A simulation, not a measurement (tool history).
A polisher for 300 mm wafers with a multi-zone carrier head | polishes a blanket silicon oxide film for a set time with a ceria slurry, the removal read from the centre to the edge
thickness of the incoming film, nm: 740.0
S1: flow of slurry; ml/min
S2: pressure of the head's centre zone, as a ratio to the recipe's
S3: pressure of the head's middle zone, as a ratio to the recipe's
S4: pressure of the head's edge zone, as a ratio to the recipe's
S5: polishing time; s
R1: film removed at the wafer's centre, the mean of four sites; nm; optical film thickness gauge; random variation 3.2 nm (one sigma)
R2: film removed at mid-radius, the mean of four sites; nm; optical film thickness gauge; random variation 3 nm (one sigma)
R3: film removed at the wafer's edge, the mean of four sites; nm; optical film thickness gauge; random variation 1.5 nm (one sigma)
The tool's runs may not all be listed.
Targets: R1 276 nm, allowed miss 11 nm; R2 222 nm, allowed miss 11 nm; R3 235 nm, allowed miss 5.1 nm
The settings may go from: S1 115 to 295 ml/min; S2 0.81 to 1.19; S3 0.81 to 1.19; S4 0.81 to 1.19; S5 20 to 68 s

Run 1, hour 0: S1 190 ml/min, S2 1, S3 1, S4 1, S5 44 s. Result: R1 175.81 nm, R2 174.57 nm, R3 170.17 nm.
Run 2, hour 6.5: S1 190 ml/min, S2 1, S3 1, S4 1.05, S5 44 s. Result: R1 175.61 nm, R2 174.09 nm, R3 173.66 nm.
Run 3, hour 10.7: S1 190 ml/min, S2 1.08, S3 1, S4 1.05, S5 44 s. Result: R1 186.99 nm, R2 178.08 nm, R3 174.2 nm.
Run 4, hour 12.1: S1 215 ml/min, S2 1.08, S3 1, S4 1.05, S5 44 s. Result: R1 190.82 nm, R2 182.79 nm, R3 175.65 nm.
Run 5, hour 12.9: S1 215 ml/min, S2 1.02, S3 1, S4 1.05, S5 44 s. Result: R1 179.51 nm, R2 183.46 nm, R3 178.56 nm.
Run 6, hour 18.2: S1 215 ml/min, S2 1.07, S3 0.97, S4 1.06, S5 48 s. Result: R1 209.05 nm, R2 196.33 nm, R3 193.43 nm.
At hour 23.2: edge zone pressure recalibrated.
Run 7, hour 23.2: S1 220 ml/min, S2 1.1, S3 0.94, S4 1.09, S5 50 s. Result: R1 221.31 nm, R2 191.1 nm, R3 213.88 nm.
Run 8, hour 28.4: S1 230 ml/min, S2 1.13, S3 0.94, S4 1.08, S5 51 s. Result: R1 233.92 nm, R2 195.54 nm, R3 216.37 nm.

5 next moves are on the table. One of them brings every result within its allowed miss. Which?
Run A, hour 33.6: S1 200 ml/min, S2 1.14, S3 1.02, S4 1.1, S5 54 s. Result: R1 ?, R2 ?, R3 ?.
Run B, hour 33.6: S1 235 ml/min, S2 1.1, S3 1.15, S4 0.99, S5 49 s. Result: R1 ?, R2 ?, R3 ?.
Run C, hour 33.6: S1 210 ml/min, S2 1.19, S3 0.96, S4 1.04, S5 57 s. Result: R1 ?, R2 ?, R3 ?.
Run D, hour 33.6: S1 215 ml/min, S2 1.13, S3 0.89, S4 1.09, S5 56 s. Result: R1 ?, R2 ?, R3 ?.
Run E, hour 33.6: S1 295 ml/min, S2 0.85, S3 1.01, S4 1.15, S5 54 s. Result: R1 ?, R2 ?, R3 ?.

move      R1      R2      R3
   A  243.17  224.47  229.64
   B  218.79  231.03  202.67
   C  269.91  226.78   238.3
   D  252.83  209.95  239.58
   E  192.41  234.21  242.98
A: nearer than the last run, and not there yet
B: further off than the last run
C: meets every target
D: nearer than the last run, and not there yet
E: further off than the last run
Move C is the one to make.
